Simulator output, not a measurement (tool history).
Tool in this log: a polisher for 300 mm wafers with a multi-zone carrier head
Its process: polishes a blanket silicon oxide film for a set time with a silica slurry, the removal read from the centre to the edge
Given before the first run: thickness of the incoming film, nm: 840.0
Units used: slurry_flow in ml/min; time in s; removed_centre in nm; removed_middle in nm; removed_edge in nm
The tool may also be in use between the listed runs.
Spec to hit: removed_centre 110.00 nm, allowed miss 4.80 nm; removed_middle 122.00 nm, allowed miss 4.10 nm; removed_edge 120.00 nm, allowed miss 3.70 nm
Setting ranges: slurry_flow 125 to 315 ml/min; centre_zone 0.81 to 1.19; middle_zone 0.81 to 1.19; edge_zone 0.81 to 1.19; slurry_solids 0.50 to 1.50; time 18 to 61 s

run 1 day=0.000 | slurry_flow=205 centre_zone=1.00 middle_zone=1.00 edge_zone=1.00 slurry_solids=1.00 time=39 | removed_centre=162.11 removed_middle=167.77 removed_edge=173.32
run 2 day=0.167 | slurry_flow=205 centre_zone=1.00 middle_zone=1.03 edge_zone=1.00 slurry_solids=1.00 time=39 | removed_centre=163.57 removed_middle=169.78 removed_edge=174.75
run 3 day=0.475 | slurry_flow=200 centre_zone=0.97 middle_zone=1.01 edge_zone=0.96 slurry_solids=0.85 time=38 | removed_centre=145.19 removed_middle=155.02 removed_edge=156.36
run 4 day=0.800 | slurry_flow=200 centre_zone=0.97 middle_zone=1.01 edge_zone=0.96 slurry_solids=1.00 time=38 | removed_centre=158.61 removed_middle=163.36 removed_edge=163.93
run 5 day=0.942 | slurry_flow=195 centre_zone=0.94 middle_zone=0.99 edge_zone=0.93 slurry_solids=0.85 time=37 | removed_centre=133.94 removed_middle=145.80 removed_edge=150.15
run 6 day=0.992 | slurry_flow=195 centre_zone=0.95 middle_zone=0.99 edge_zone=0.90 slurry_solids=0.75 time=36 | removed_centre=124.23 removed_middle=134.95 removed_edge=135.64
run 7 day=1.042 | slurry_flow=190 centre_zone=0.94 middle_zone=0.98 edge_zone=0.87 slurry_solids=0.70 time=36 | removed_centre=121.20 removed_middle=128.36 removed_edge=129.38
run 8 day=1.100 | slurry_flow=185 centre_zone=0.92 middle_zone=0.98 edge_zone=0.85 slurry_solids=0.70 time=36 | removed_centre=114.23 removed_middle=128.38 removed_edge=125.98
run 9 day=1.267 | slurry_flow=175 centre_zone=0.92 middle_zone=0.97 edge_zone=0.84 slurry_solids=0.70 time=36 | removed_centre=114.86 removed_middle=127.66 removed_edge=123.90
run 10 day=1.429 | slurry_flow=170 centre_zone=0.91 middle_zone=0.96 edge_zone=0.84 slurry_solids=0.70 time=36 | removed_centre=113.21 removed_middle=123.46 removed_edge=124.16

Below are 4 possible settings for the next run. Only one of them brings all results inside the allowed miss of their targets. Which is it?
run A day=1.592 | slurry_flow=140 centre_zone=1.01 middle_zone=0.97 edge_zone=0.81 slurry_solids=0.65 time=38 | removed_centre=? removed_middle=? removed_edge=?
run B day=1.592 | slurry_flow=160 centre_zone=1.00 middle_zone=1.06 edge_zone=0.82 slurry_solids=1.00 time=31 | removed_centre=? removed_middle=? removed_edge=?
run C day=1.592 | slurry_flow=175 centre_zone=0.91 middle_zone=0.98 edge_zone=0.83 slurry_solids=0.70 time=35 | removed_centre=? removed_middle=? removed_edge=?
run D day=1.592 | slurry_flow=150 centre_zone=0.87 middle_zone=0.89 edge_zone=0.92 slurry_solids=0.75 time=38 | removed_centre=? removed_middle=? removed_edge=?

move=A removed_centre=119.75 removed_middle=123.10 removed_edge=119.76
move=B removed_centre=121.11 removed_middle=134.62 removed_edge=120.42
move=C removed_centre=110.43 removed_middle=126.00 removed_edge=120.28
move=D removed_centre=112.23 removed_middle=124.52 removed_edge=136.92
A: the furthest-off result lands on target, but another misses its tolerance
B: the furthest-off result lands on target, but another misses its tolerance
C: all results in spec
D: further off than the last run
Go with C: it meets all targets.

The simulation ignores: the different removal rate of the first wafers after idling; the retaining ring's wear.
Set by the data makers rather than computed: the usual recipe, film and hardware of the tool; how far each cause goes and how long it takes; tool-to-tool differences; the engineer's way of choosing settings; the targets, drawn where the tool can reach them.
